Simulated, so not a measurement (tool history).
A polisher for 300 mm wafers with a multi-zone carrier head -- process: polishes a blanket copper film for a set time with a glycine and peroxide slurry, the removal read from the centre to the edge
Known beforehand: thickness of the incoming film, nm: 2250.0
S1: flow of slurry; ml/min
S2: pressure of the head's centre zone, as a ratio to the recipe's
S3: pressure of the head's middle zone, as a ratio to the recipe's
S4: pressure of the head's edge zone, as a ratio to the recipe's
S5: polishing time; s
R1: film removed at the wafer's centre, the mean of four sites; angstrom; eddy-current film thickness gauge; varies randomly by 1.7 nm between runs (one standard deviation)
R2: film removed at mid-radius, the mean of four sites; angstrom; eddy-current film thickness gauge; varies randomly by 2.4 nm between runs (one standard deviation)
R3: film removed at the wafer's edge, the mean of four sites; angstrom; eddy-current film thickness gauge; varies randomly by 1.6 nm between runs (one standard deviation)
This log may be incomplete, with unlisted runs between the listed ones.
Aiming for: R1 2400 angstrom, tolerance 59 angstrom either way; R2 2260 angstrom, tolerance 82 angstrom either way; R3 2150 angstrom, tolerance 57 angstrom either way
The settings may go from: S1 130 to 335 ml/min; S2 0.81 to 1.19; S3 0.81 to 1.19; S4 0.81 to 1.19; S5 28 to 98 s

Run 1, hour 0: S1 215 ml/min, S2 1, S3 1, S4 1, S5 63 s. Result: R1 3018.7 angstrom, R2 3009.3 angstrom, R3 3120.4 angstrom.
Run 2, hour 3.1: S1 215 ml/min, S2 1.01, S3 1, S4 0.96, S5 59 s. Result: R1 2869.9 angstrom, R2 2876.9 angstrom, R3 2888.6 angstrom.
Run 3, hour 9.4: S1 215 ml/min, S2 1.02, S3 0.99, S4 0.93, S5 56 s. Result: R1 2760.5 angstrom, R2 2670.7 angstrom, R3 2683.4 angstrom.
Run 4, hour 11: S1 245 ml/min, S2 1.02, S3 0.99, S4 0.93, S5 56 s. Result: R1 2796.2 angstrom, R2 2763.3 angstrom, R3 2747.8 angstrom.
Run 5, hour 12.8: S1 230 ml/min, S2 1.02, S3 0.99, S4 0.9, S5 54 s. Result: R1 2664.5 angstrom, R2 2608.6 angstrom, R3 2605.4 angstrom.
Run 6, hour 18.7: S1 255 ml/min, S2 1.02, S3 0.99, S4 0.9, S5 54 s. Result: R1 2702.4 angstrom, R2 2652.7 angstrom, R3 2614.7 angstrom.
Run 7, hour 19.4: S1 250 ml/min, S2 1.03, S3 0.99, S4 0.88, S5 52 s. Result: R1 2634.7 angstrom, R2 2575.2 angstrom, R3 2464.5 angstrom.
Run 8, hour 25.3: S1 240 ml/min, S2 1.03, S3 0.98, S4 0.86, S5 51 s. Result: R1 2550.6 angstrom, R2 2452.3 angstrom, R3 2382.2 angstrom.
Run 9, hour 27.8: S1 225 ml/min, S2 1.03, S3 0.98, S4 0.85, S5 51 s. Result: R1 2525.1 angstrom, R2 2473.4 angstrom, R3 2346 angstrom.
Run 10, hour 34.2: S1 215 ml/min, S2 1.03, S3 0.97, S4 0.84, S5 51 s. Result: R1 2509.8 angstrom, R2 2415.5 angstrom, R3 2330.7 angstrom.

4 next moves are on the table. One of them brings every result within its allowed miss. Which?
Run A, hour 40.6: S1 220 ml/min, S2 0.93, S3 0.93, S4 0.99, S5 54 s. Result: R1 ?, R2 ?, R3 ?.
Run B, hour 40.6: S1 195 ml/min, S2 1.09, S3 1.01, S4 0.87, S5 47 s. Result: R1 ?, R2 ?, R3 ?.
Run C, hour 40.6: S1 220 ml/min, S2 0.95, S3 0.99, S4 0.84, S5 54 s. Result: R1 ?, R2 ?, R3 ?.
Run D, hour 40.6: S1 240 ml/min, S2 1.11, S3 0.97, S4 0.81, S5 45 s. Result: R1 ?, R2 ?, R3 ?.

move      R1      R2      R3
   A  2412.5  2453.8  2667.4
   B  2416.9    2247  2154.8
   C  2465.8  2586.2  2470.5
   D  2434.3  2141.3  2044.3
A: moves away from the targets compared with the last run
B: all results in spec
C: moves away from the targets compared with the last run
D: moves the result that the last run missed by most past its target, out the other side
Move B is the one to make.

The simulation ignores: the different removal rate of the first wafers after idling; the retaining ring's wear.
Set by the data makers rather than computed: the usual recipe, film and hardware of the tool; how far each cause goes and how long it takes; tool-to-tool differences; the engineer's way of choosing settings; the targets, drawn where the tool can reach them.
